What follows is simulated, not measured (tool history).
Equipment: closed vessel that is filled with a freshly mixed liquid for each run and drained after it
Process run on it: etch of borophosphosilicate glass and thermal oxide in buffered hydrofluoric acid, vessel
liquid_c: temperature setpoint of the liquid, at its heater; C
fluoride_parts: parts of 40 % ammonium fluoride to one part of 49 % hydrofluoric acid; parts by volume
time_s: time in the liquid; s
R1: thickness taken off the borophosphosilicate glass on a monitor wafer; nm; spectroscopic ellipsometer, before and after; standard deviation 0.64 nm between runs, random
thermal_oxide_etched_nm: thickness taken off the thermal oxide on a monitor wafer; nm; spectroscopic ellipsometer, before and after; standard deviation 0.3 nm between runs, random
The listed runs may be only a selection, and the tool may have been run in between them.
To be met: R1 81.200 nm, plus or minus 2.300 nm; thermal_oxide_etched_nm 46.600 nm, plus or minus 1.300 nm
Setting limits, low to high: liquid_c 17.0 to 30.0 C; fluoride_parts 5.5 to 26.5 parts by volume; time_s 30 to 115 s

{"run": 1, "hour": 0.0, "liquid_c": 22.0, "fluoride_parts": 16.0, "time_s": 60, "R1": 65.92, "thermal_oxide_etched_nm": 37.608}
{"run": 2, "hour": 9.2, "liquid_c": 22.0, "fluoride_parts": 11.5, "time_s": 60, "R1": 90.262, "thermal_oxide_etched_nm": 52.565}
{"run": 3, "hour": 10.8, "liquid_c": 22.0, "fluoride_parts": 15.0, "time_s": 60, "R1": 69.966, "thermal_oxide_etched_nm": 40.295}
{"run": 4, "hour": 15.9, "liquid_c": 23.0, "fluoride_parts": 15.0, "time_s": 60, "R1": 73.494, "thermal_oxide_etched_nm": 43.137}
{"run": 5, "hour": 21.0, "liquid_c": 23.0, "fluoride_parts": 14.5, "time_s": 60, "R1": 76.197, "thermal_oxide_etched_nm": 43.731}
{"run": 6, "hour": 29.3, "liquid_c": 23.0, "fluoride_parts": 17.5, "time_s": 60, "R1": 63.965, "thermal_oxide_etched_nm": 36.938}
{"run": 7, "hour": 31.1, "liquid_c": 24.0, "fluoride_parts": 17.5, "time_s": 60, "R1": 66.919, "thermal_oxide_etched_nm": 38.18}
{"run": 8, "hour": 38.0, "liquid_c": 28.0, "fluoride_parts": 17.0, "time_s": 60, "R1": 85.441, "thermal_oxide_etched_nm": 49.186}

Exactly one of the 5 candidate moves below puts every result within its allowed miss. Which one?
{"run": "A", "hour": 44.9, "liquid_c": 26.5, "fluoride_parts": 23.0, "time_s": 85, "R1": "?", "thermal_oxide_etched_nm": "?"}
{"run": "B", "hour": 44.9, "liquid_c": 29.0, "fluoride_parts": 17.5, "time_s": 55, "R1": "?", "thermal_oxide_etched_nm": "?"}
{"run": "C", "hour": 44.9, "liquid_c": 30.0, "fluoride_parts": 21.0, "time_s": 70, "R1": "?", "thermal_oxide_etched_nm": "?"}
{"run": "D", "hour": 44.9, "liquid_c": 27.5, "fluoride_parts": 18.0, "time_s": 65, "R1": "?", "thermal_oxide_etched_nm": "?"}
{"run": "E", "hour": 44.9, "liquid_c": 28.0, "fluoride_parts": 16.5, "time_s": 60, "R1": "?", "thermal_oxide_etched_nm": "?"}

move=A R1=87.217 thermal_oxide_etched_nm=49.141
move=B R1=80.933 thermal_oxide_etched_nm=45.618
move=C R1=92.032 thermal_oxide_etched_nm=51.922
move=D R1=85.944 thermal_oxide_etched_nm=48.414
move=E R1=88.762 thermal_oxide_etched_nm=49.999
A: misses by more than the last run did
B: in spec on every target
C: misses by more than the last run did
D: no better and no worse than the last run
E: misses by more than the last run did
So the answer is move B, the one that meets all the targets.

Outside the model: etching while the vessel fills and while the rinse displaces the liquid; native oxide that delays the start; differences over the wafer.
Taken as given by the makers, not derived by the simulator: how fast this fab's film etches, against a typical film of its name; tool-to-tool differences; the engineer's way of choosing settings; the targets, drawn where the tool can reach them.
